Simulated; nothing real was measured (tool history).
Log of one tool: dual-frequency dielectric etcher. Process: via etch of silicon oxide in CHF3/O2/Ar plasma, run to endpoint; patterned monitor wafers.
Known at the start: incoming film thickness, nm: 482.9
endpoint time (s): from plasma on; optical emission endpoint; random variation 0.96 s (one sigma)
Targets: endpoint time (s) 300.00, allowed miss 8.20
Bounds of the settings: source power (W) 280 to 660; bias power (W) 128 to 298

| run | hour | source power (W) | bias power (W) | endpoint time (s) |
|---|---|---|---|---|
| 1 | 0.0 | 470 | 213 | 255.01 |
| 2 | 0.7 | 440 | 208 | 265.07 |
| 3 | 4.7 | 420 | 205 | 273.14 |
| 4 | 11.1 | 420 | 177 | 289.01 |
| 5 | 14.9 | 420 | 202 | 274.66 |
| 6 | 20.7 | 470 | 202 | 259.40 |
| 7 | 27.3 | 450 | 200 | 267.12 |
| 8 | 34.1 | 430 | 198 | 274.13 |
| 9 | 41.3 | 420 | 197 | 277.61 |
| 10 | 49.2 | 410 | 196 | 283.14 |
| 11 | 51.2 | 400 | 195 | 285.85 |
| 12 | 54.2 | 390 | 194 | 289.08 |

Which of these 4 next moves meets every target?
| A | 57.2 | 380 | 183 | ? |
| B | 57.2 | 410 | 194 | ? |
| C | 57.2 | 430 | 203 | ? |
| D | 57.2 | 440 | 204 | ? |

| move | endpoint time (s) |
|---|---|
| A | 299.97 |
| B | 282.49 |
| C | 271.18 |
| D | 267.79 |
A: meets every target
B: further off than the last run
C: further off than the last run
D: further off than the last run
Move A is the one to make.
